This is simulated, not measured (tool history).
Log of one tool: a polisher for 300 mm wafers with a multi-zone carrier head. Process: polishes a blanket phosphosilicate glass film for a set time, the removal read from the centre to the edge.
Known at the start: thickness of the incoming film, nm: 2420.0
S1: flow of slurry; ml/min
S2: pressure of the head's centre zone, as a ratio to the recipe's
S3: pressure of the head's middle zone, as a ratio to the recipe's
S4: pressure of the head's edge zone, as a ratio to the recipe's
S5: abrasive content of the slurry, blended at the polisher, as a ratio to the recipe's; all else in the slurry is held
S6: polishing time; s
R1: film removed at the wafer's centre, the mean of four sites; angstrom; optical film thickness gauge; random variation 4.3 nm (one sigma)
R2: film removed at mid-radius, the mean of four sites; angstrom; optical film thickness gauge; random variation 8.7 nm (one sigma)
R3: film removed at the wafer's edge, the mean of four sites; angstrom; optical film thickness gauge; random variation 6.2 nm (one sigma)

{"run": 1, "hour": 0.0, "S1": 145, "S2": 1.0, "S3": 1.0, "S4": 1.0, "S5": 1.0, "S6": 57, "R1": 6045.0, "R2": 6133.0, "R3": 5968.7}
{"run": 2, "hour": 7.5, "S1": 145, "S2": 0.99, "S3": 1.0, "S4": 1.02, "S5": 1.0, "S6": 57, "R1": 5937.5, "R2": 6095.3, "R3": 5985.8}
{"run": 3, "hour": 8.7, "S1": 145, "S2": 0.99, "S3": 1.0, "S4": 1.02, "S5": 1.1, "S6": 57, "R1": 6169.9, "R2": 6340.2, "R3": 6169.2}
{"run": 4, "hour": 9.4, "S1": 145, "S2": 0.97, "S3": 0.99, "S4": 1.04, "S5": 1.15, "S6": 57, "R1": 6189.3, "R2": 6290.4, "R3": 6291.3}
{"run": 5, "hour": 13.1, "S1": 145, "S2": 0.95, "S3": 0.99, "S4": 1.06, "S5": 1.2, "S6": 57, "R1": 6127.4, "R2": 6290.8, "R3": 6508.1}
{"run": 6, "hour": 20.6, "S1": 145, "S2": 0.94, "S3": 1.0, "S4": 1.07, "S5": 1.2, "S6": 57, "R1": 5975.0, "R2": 6605.4, "R3": 6482.3}
{"run": 7, "hour": 26.3, "S1": 145, "S2": 0.93, "S3": 0.99, "S4": 1.08, "S5": 1.2, "S6": 57, "R1": 5925.9, "R2": 6348.3, "R3": 6617.8}
{"run": 8, "hour": 29.8, "S1": 165, "S2": 0.87, "S3": 1.04, "S4": 1.17, "S5": 1.25, "S6": 57, "R1": 5796.2, "R2": 6994.9, "R3": 7029.5}
{"run": 9, "hour": 33.9, "S1": 165, "S2": 0.87, "S3": 1.03, "S4": 1.17, "S5": 1.25, "S6": 57, "R1": 5802.5, "R2": 6919.2, "R3": 6907.4}
{"run": 10, "hour": 34.8, "S1": 165, "S2": 0.87, "S3": 1.02, "S4": 1.17, "S5": 1.25, "S6": 57, "R1": 5792.3, "R2": 6842.7, "R3": 6924.4}
{"run": 11, "hour": 38.5, "S1": 160, "S2": 0.86, "S3": 1.0, "S4": 1.18, "S5": 1.3, "S6": 57, "R1": 5728.3, "R2": 6854.8, "R3": 7036.4}
{"run": 12, "hour": 44.5, "S1": 160, "S2": 0.86, "S3": 0.99, "S4": 1.18, "S5": 1.3, "S6": 57, "R1": 5775.8, "R2": 6776.0, "R3": 6909.7}

Forecast run 13:
{"run": 13, "hour": 45.3, "S1": 155, "S2": 0.86, "S3": 0.99, "S4": 1.18, "S5": 1.3, "S6": 57, "R1": "?", "R2": "?", "R3": "?"}

Run 13 gave R1 5737.2 angstrom, R2 6714.0 angstrom, R3 7159.4 angstrom.

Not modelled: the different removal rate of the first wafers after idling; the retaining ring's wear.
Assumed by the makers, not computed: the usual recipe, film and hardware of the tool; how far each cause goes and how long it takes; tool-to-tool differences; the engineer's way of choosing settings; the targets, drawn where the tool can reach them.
